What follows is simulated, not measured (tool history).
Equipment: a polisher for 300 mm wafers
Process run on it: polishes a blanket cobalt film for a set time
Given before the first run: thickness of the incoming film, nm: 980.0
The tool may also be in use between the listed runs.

run,day,flow of slurry (ml/min),pressure of the wafer on the pad (kPa),speed of the pad under the wafer (m/s),polishing time (s),film removed (nm)
1,0.000,245,13.8,0.78,44,174.04
2,0.112,185,13.8,0.78,44,164.34
3,0.450,185,11.0,0.78,44,133.56
4,0.783,180,10.3,0.78,44,125.82
5,1.058,180,10.3,0.96,44,148.25
6,1.133,145,10.3,0.96,44,143.39
7,1.329,145,9.7,0.96,44,133.88
8,1.646,145,9.0,0.96,44,123.46
9,1.758,145,8.3,0.96,44,113.60

For run 10, what comes out?
10,1.950,145,7.6,0.96,44,?

{"run 10": {"film removed (nm)": 104.68}}
